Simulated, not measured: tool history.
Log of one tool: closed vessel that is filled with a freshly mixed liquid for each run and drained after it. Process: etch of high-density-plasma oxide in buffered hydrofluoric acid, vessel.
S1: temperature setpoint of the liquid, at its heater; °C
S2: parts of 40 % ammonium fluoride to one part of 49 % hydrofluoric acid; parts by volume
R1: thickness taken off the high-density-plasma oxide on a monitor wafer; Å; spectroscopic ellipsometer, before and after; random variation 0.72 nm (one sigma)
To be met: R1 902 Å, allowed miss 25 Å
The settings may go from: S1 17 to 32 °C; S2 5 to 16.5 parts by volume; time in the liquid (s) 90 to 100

Run 1, hour 0: S1 25 °C, S2 10 parts by volume, time in the liquid (s) 90. Result: R1 1109.8 Å.
Run 2, hour 1.4: S1 25 °C, S2 10 parts by volume, time in the liquid (s) 100. Result: R1 1234 Å.
Run 3, hour 10.1: S1 24 °C, S2 10 parts by volume, time in the liquid (s) 100. Result: R1 1160 Å.
Run 4, hour 13.7: S1 23.5 °C, S2 10 parts by volume, time in the liquid (s) 100. Result: R1 1125.8 Å.
Run 5, hour 18.4: S1 23.5 °C, S2 10 parts by volume, time in the liquid (s) 100. Result: R1 1122 Å.
Run 6, hour 25.3: S1 23 °C, S2 10 parts by volume, time in the liquid (s) 100. Result: R1 1099.1 Å.
Run 7, hour 29.9: S1 22.5 °C, S2 10 parts by volume, time in the liquid (s) 100. Result: R1 1081.5 Å.
Run 8, hour 32.7: S1 22 °C, S2 10 parts by volume, time in the liquid (s) 100. Result: R1 1034.8 Å.

5 next moves are on the table. One of them brings every result within its allowed miss. Which?
Run A, hour 35.5: S1 22 °C, S2 11 parts by volume, time in the liquid (s) 90. Result: R1 ?.
Run B, hour 35.5: S1 23 °C, S2 8 parts by volume, time in the liquid (s) 90. Result: R1 ?.
Run C, hour 35.5: S1 24 °C, S2 9.5 parts by volume, time in the liquid (s) 95. Result: R1 ?.
Run D, hour 35.5: S1 23.5 °C, S2 12 parts by volume, time in the liquid (s) 95. Result: R1 ?.
Run E, hour 35.5: S1 20.5 °C, S2 9.5 parts by volume, time in the liquid (s) 100. Result: R1 ?.

move      R1
   A  853.23
   B  1201.1
   C  1139.1
   D  898.41
   E  988.58
A: takes the result that was furthest off past its target
B: further off than the last run
C: further off than the last run
D: meets every target
E: nearer than the last run, and not there yet
The right move is D.

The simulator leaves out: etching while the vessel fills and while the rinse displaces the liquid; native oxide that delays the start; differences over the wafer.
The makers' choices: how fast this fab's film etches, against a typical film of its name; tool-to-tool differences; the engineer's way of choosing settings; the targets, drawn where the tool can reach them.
